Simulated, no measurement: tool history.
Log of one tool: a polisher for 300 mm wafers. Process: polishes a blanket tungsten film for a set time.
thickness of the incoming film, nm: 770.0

run,hour,flow of slurry (ml/min),pressure of the wafer on the pad (psi),speed of the pad under the wafer (m/s),abrasive content of the slurry,polishing time (s),film removed (Å)
1,0.0,140,3.2,1.10,1.0,43,2194.9
2,7.9,130,2.7,1.10,1.0,43,1912.6
3,15.2,165,2.7,1.10,1.0,43,1970.9
4,19.6,155,2.7,1.10,1.0,43,1966.5
5,23.1,155,2.7,0.84,1.0,43,1571.9
6,27.6,145,2.5,0.84,1.0,43,1480.6

Run 7 comes next. What will it give?
7,30.8,140,2.4,0.84,1.0,43,?

Run 7 gave film removed (Å) 1443.1.
